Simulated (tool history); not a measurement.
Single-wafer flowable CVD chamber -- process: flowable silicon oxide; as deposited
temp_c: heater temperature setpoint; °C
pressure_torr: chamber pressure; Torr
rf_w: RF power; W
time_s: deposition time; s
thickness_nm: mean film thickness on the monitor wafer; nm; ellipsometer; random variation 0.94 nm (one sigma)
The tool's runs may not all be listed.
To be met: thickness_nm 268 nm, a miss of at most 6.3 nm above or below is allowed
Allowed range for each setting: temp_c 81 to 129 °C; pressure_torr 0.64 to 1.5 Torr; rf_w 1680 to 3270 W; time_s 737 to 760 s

Run 1, hour 0: temp_c 105 °C, pressure_torr 1.07 Torr, rf_w 2475 W, time_s 737 s. Result: thickness_nm 578.89 nm.
Run 2, hour 1: temp_c 114 °C, pressure_torr 1.07 Torr, rf_w 2475 W, time_s 737 s. Result: thickness_nm 415.75 nm.
Run 3, hour 7.6: temp_c 114 °C, pressure_torr 1.07 Torr, rf_w 2475 W, time_s 760 s. Result: thickness_nm 429.5 nm.
Run 4, hour 13.4: temp_c 114 °C, pressure_torr 0.95 Torr, rf_w 2475 W, time_s 760 s. Result: thickness_nm 380.53 nm.
Run 5, hour 19.2: temp_c 114 °C, pressure_torr 0.95 Torr, rf_w 2475 W, time_s 760 s. Result: thickness_nm 382.28 nm.
Run 6, hour 26.7: temp_c 115 °C, pressure_torr 0.95 Torr, rf_w 2475 W, time_s 760 s. Result: thickness_nm 366.38 nm.
Run 7, hour 30.3: temp_c 116 °C, pressure_torr 0.95 Torr, rf_w 2475 W, time_s 760 s. Result: thickness_nm 356.61 nm.
Run 8, hour 34.7: temp_c 117 °C, pressure_torr 0.95 Torr, rf_w 2475 W, time_s 760 s. Result: thickness_nm 344 nm.
Run 9, hour 37.8: temp_c 118 °C, pressure_torr 0.95 Torr, rf_w 2475 W, time_s 760 s. Result: thickness_nm 333.08 nm.
Run 10, hour 38.8: temp_c 119 °C, pressure_torr 0.95 Torr, rf_w 2475 W, time_s 760 s. Result: thickness_nm 319.56 nm.
Run 11, hour 44.4: temp_c 120 °C, pressure_torr 0.95 Torr, rf_w 2475 W, time_s 760 s. Result: thickness_nm 310.29 nm.
Run 12, hour 52.8: temp_c 121 °C, pressure_torr 0.95 Torr, rf_w 2475 W, time_s 760 s. Result: thickness_nm 301.11 nm.
Run 13, hour 59.2: temp_c 122 °C, pressure_torr 0.95 Torr, rf_w 2475 W, time_s 760 s. Result: thickness_nm 293.95 nm.
Run 14, hour 65.4: temp_c 124 °C, pressure_torr 0.95 Torr, rf_w 2475 W, time_s 760 s. Result: thickness_nm 274.95 nm.

4 next moves are on the table. One of them brings every result within its allowed miss. Which?
Run A, hour 71.6: temp_c 123 °C, pressure_torr 0.85 Torr, rf_w 2745 W, time_s 760 s. Result: thickness_nm ?.
Run B, hour 71.6: temp_c 123 °C, pressure_torr 0.94 Torr, rf_w 2660 W, time_s 753 s. Result: thickness_nm ?.
Run C, hour 71.6: temp_c 126 °C, pressure_torr 1.03 Torr, rf_w 2060 W, time_s 737 s. Result: thickness_nm ?.
Run D, hour 71.6: temp_c 127 °C, pressure_torr 1.06 Torr, rf_w 3145 W, time_s 742 s. Result: thickness_nm ?.

move  thickness_nm
   A        256.08
   B        280.69
   C        266.77
   D        281.95
A: pushes the last run's worst result past its target
B: moves away from the targets compared with the last run
C: all results land within tolerance of their targets
D: moves away from the targets compared with the last run
The right move is C.
